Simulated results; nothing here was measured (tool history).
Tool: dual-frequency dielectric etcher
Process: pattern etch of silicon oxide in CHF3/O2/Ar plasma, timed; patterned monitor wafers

run,day,source power (W),bias power (W),etch time (s),mean etch depth across the wafer (angstrom)
1,0.000,610,186,353,7116.5
2,0.175,610,186,353,7002.6
3,0.375,610,186,353,7126.6
4,0.675,720,186,353,7409.5
5,0.917,770,186,353,7675.1
6,1.000,670,186,353,7407.4

The next listed run, before its measurement:
7,1.150,700,190,353,?

mean etch depth across the wafer (angstrom): 7504.0
